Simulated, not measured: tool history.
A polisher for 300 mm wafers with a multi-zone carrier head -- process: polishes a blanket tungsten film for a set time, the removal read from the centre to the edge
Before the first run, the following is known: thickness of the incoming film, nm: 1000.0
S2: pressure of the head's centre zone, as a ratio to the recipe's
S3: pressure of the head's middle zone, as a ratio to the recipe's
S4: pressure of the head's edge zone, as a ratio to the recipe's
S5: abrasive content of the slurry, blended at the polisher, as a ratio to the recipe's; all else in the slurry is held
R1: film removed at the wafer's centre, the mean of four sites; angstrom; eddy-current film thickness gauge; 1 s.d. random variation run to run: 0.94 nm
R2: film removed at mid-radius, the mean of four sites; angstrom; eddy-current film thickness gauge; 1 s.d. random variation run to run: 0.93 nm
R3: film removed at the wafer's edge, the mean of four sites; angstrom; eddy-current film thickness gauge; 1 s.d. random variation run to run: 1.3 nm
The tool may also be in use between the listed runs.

Run 1, day 0.000: flow of slurry (ml/min) 245, S2 1.00, S3 1.00, S4 1.00, S5 1.00, polishing time (s) 65. Result: R1 2160.0 angstrom, R2 2227.4 angstrom, R3 2357.6 angstrom.
Run 2, day 0.104: flow of slurry (ml/min) 245, S2 1.00, S3 0.92, S4 1.00, S5 1.00, polishing time (s) 65. Result: R1 2228.7 angstrom, R2 2138.0 angstrom, R3 2356.5 angstrom.
Run 3, day 0.446: flow of slurry (ml/min) 245, S2 1.08, S3 0.92, S4 1.00, S5 1.00, polishing time (s) 65. Result: R1 2361.8 angstrom, R2 2077.4 angstrom, R3 2340.2 angstrom.
Run 4, day 0.596: flow of slurry (ml/min) 245, S2 1.08, S3 0.92, S4 0.92, S5 1.00, polishing time (s) 65. Result: R1 2349.2 angstrom, R2 2128.7 angstrom, R3 2179.9 angstrom.
Run 5, day 0.904: flow of slurry (ml/min) 225, S2 1.01, S3 0.90, S4 0.89, S5 0.85, polishing time (s) 58. Result: R1 1856.8 angstrom, R2 1757.0 angstrom, R3 1826.2 angstrom.
Run 6, day 1.029: flow of slurry (ml/min) 220, S2 0.97, S3 0.91, S4 0.86, S5 0.75, polishing time (s) 55. Result: R1 1651.2 angstrom, R2 1617.8 angstrom, R3 1655.9 angstrom.
Run 7, day 1.383: flow of slurry (ml/min) 215, S2 0.94, S3 0.92, S4 0.84, S5 0.65, polishing time (s) 53. Result: R1 1456.5 angstrom, R2 1493.7 angstrom, R3 1514.5 angstrom.
At day 1.579: edge zone pressure recalibrated.
Run 8, day 1.579: flow of slurry (ml/min) 210, S2 0.93, S3 0.93, S4 0.83, S5 0.60, polishing time (s) 52. Result: R1 1366.1 angstrom, R2 1420.2 angstrom, R3 1366.7 angstrom.
Run 9, day 1.717: flow of slurry (ml/min) 195, S2 0.92, S3 0.93, S4 0.84, S5 0.60, polishing time (s) 52. Result: R1 1381.9 angstrom, R2 1427.6 angstrom, R3 1372.0 angstrom.
Run 10, day 1.788: flow of slurry (ml/min) 195, S2 0.89, S3 0.92, S4 0.84, S5 0.60, polishing time (s) 52. Result: R1 1333.4 angstrom, R2 1426.1 angstrom, R3 1376.5 angstrom.

Expected results for the next run?
Run 11, day 1.896: flow of slurry (ml/min) 195, S2 0.89, S3 0.92, S4 0.84, S5 0.60, polishing time (s) 52. Result: R1 ?, R2 ?, R3 ?.

{"run 11": {"R1": 1318.8, "R2": 1411.8, "R3": 1385.2}}
